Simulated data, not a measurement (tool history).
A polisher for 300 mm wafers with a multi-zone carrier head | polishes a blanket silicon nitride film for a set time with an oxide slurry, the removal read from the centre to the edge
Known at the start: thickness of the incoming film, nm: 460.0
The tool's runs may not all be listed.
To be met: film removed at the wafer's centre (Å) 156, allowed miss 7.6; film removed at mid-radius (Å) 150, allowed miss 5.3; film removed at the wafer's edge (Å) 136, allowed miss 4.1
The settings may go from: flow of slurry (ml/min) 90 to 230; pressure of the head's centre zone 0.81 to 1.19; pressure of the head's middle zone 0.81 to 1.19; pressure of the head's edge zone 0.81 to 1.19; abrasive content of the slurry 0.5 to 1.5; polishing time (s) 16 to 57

run,hour,flow of slurry (ml/min),pressure of the head's centre zone,pressure of the head's middle zone,pressure of the head's edge zone,abrasive content of the slurry,polishing time (s),film removed at the wafer's centre (Å),film removed at mid-radius (Å),film removed at the wafer's edge (Å)
1,0,150,1,1,1,1,36,170.7,166.09,167.58
2,6.2,145,1.01,1.01,0.96,0.95,36,158.41,160.12,158.84
3,10.2,145,1.01,1.01,0.96,1.15,36,183.56,179.91,177.78
4,15,145,1.01,1.01,0.96,1.15,30,152.94,154.14,148.87
5,21.8,145,1.03,1.01,0.93,1.15,30,156.8,153.57,149.03
6,23.7,145,1.05,1.02,0.91,1.15,30,163.18,156.03,145.64
7,30.6,140,1.05,1.02,0.9,1.15,30,156.4,149.58,145.53
8,36.9,145,1.06,1.03,0.89,1.15,30,160.6,155.39,144.52
9,45.2,145,1.06,1.03,0.89,1.15,30,158.97,156.23,144.17
10,50.9,145,1.07,1.03,0.88,1.15,30,162.4,154.12,143.69
11,53.1,145,1.07,1.03,0.88,1.15,30,163.45,154.21,144.02
12,54.9,145,1.07,1.03,0.87,1.15,30,162.6,155.59,142.62
13,61,140,1.07,1.03,0.86,1.15,30,159.71,154.91,143.12
14,69.7,140,1.07,1.03,0.85,1.15,30,162.06,156.51,142.37
15,76.4,135,1.07,1.03,0.84,1.15,30,158.38,150.53,141.31

4 next moves are on the table. One of them brings every result within its allowed miss. Which?
A,83.1,90,1.03,1.03,0.86,1.2,32,?,?,?
B,83.1,180,1.01,0.99,0.82,1.45,27,?,?,?
C,83.1,120,1.08,1.03,0.83,1.15,30,?,?,?
D,83.1,125,1.1,0.98,0.9,1.4,29,?,?,?

move,film removed at the wafer's centre (Å),film removed at mid-radius (Å),film removed at the wafer's edge (Å)
A,147.4,149.2,144.32
B,160.85,157.07,146.98
C,155.5,148.21,137.86
D,171.01,153.24,152.84
A: further off than the last run
B: further off than the last run
C: meets every target
D: further off than the last run
Move C is the one to make.
